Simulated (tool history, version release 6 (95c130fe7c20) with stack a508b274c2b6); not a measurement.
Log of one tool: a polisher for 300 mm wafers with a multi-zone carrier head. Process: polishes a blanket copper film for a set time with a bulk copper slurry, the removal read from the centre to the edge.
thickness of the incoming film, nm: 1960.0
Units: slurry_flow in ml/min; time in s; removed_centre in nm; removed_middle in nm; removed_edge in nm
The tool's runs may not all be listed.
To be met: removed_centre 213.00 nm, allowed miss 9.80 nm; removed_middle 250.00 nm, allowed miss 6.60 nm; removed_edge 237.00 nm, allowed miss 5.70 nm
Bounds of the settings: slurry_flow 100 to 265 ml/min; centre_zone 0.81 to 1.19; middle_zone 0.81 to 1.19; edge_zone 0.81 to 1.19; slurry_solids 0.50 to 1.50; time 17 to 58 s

run  hour  slurry_flow  centre_zone  middle_zone  edge_zone  slurry_solids  time  removed_centre  removed_middle  removed_edge
  1   0.0          170         1.00         1.00       1.00           1.00    37          255.35          250.61        248.97
  2   7.8          170         1.00         1.00       1.00           1.00    33          222.84          222.31        220.69
  3   8.9          185         0.97         1.02       1.02           1.00    33          213.70          232.97        224.88
  4  17.8          185         0.97         0.96       1.02           1.00    33          220.95          222.06        227.12
  5  26.5          200         0.96         0.98       1.02           1.00    33          220.62          227.93        226.62
  6  31.8          210         0.95         0.99       1.04           1.00    33          223.35          233.06        233.23
  7  34.4          215         0.93         1.01       1.04           1.00    33          215.00          232.46        232.59
     35.1  -- worn pad replaced by a new one
  8  35.1          245         0.92         1.11       1.05           1.05    33          242.06          284.39        254.98

Which of these 5 next moves meets every target?
  A  35.8          265         1.18         0.98       0.93           0.75    35               ?               ?             ?
  B  35.8          240         0.90         1.03       1.11           1.00    32               ?               ?             ?
  C  35.8          230         0.81         1.16       1.06           1.15    35               ?               ?             ?
  D  35.8          265         0.99         1.13       0.90           1.00    38               ?               ?             ?
  E  35.8          215         0.91         1.08       1.07           1.00    31               ?               ?             ?

move  removed_centre  removed_middle  removed_edge
   A          297.14          250.13        239.64
   B          220.72          255.14        253.98
   C          224.08          319.00        280.51
   D          292.54          331.75        276.83
   E          212.77          253.59        239.06
A: brings the result that was furthest off to its target, and leaves another outside
B: brings the result that was furthest off to its target, and leaves another outside
C: further off than the last run
D: further off than the last run
E: meets every target
Answer: E
